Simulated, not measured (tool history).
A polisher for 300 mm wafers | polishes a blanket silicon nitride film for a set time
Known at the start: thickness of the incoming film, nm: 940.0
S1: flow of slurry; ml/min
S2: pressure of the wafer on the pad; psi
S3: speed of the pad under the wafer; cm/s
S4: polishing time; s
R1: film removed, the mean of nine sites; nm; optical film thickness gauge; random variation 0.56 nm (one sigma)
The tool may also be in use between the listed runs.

{"run": 1, "day": 0.0, "S1": 295, "S2": 2.8, "S3": 136, "S4": 53, "R1": 97.186}
{"run": 2, "day": 0.188, "S1": 295, "S2": 2.8, "S3": 136, "S4": 56, "R1": 103.19}
{"run": 3, "day": 0.304, "S1": 235, "S2": 2.8, "S3": 136, "S4": 56, "R1": 99.009}
{"run": 4, "day": 0.354, "S1": 235, "S2": 3.3, "S3": 136, "S4": 56, "R1": 116.02}
{"run": 5, "day": 0.396, "S1": 235, "S2": 2.9, "S3": 136, "S4": 56, "R1": 102.25}
{"run": 6, "day": 0.612, "S1": 225, "S2": 2.6, "S3": 136, "S4": 56, "R1": 91.135}
{"run": 7, "day": 0.933, "S1": 215, "S2": 2.4, "S3": 136, "S4": 56, "R1": 84.335}

The next listed run, before its measurement:
{"run": 8, "day": 1.0, "S1": 210, "S2": 2.3, "S3": 136, "S4": 56, "R1": "?"}

{"run 8": {"R1": 82.084}}
